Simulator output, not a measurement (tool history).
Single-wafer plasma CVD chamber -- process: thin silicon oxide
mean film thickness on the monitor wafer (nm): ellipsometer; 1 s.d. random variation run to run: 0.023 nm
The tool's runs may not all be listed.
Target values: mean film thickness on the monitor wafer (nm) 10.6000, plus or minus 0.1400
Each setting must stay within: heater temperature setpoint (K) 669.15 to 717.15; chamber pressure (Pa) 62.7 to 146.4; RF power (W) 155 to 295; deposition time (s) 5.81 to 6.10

run,hour,heater temperature setpoint (K),chamber pressure (Pa),RF power (W),deposition time (s),mean film thickness on the monitor wafer (nm)
1,0.0,693.15,104.5,225,6.10,9.1249
2,8.5,693.15,104.5,225,5.81,8.6671
3,10.0,693.15,108.9,225,5.81,8.9963
4,15.2,693.15,112.9,225,5.81,9.2282
5,17.2,693.15,116.7,225,5.81,9.5175
6,25.5,693.15,119.5,225,5.81,9.6359
7,31.9,693.15,122.3,225,5.81,9.8756
8,37.9,693.15,124.3,225,5.81,10.0090
9,41.0,693.15,125.9,225,5.81,10.0730
10,41.7,693.15,127.3,225,5.81,10.1420
11,46.9,693.15,128.7,225,5.81,10.2450
12,50.6,693.15,129.7,225,5.81,10.3100
13,51.7,693.15,130.5,225,5.81,10.3890

Which of these 5 next moves meets every target?
A,52.8,699.15,129.5,225,6.02,?
B,52.8,692.15,125.3,220,5.81,?
C,52.8,690.15,120.7,225,6.01,?
D,52.8,689.15,135.1,215,6.02,?
E,52.8,669.15,133.5,185,6.04,?

move,mean film thickness on the monitor wafer (nm)
A,10.6590
B,9.9845
C,10.1410
D,10.8490
E,10.2330
A: all results land within tolerance of their targets
B: moves away from the targets compared with the last run
C: moves away from the targets compared with the last run
D: carries the result that was furthest off beyond its target, to the other side
E: moves away from the targets compared with the last run
Answer: A

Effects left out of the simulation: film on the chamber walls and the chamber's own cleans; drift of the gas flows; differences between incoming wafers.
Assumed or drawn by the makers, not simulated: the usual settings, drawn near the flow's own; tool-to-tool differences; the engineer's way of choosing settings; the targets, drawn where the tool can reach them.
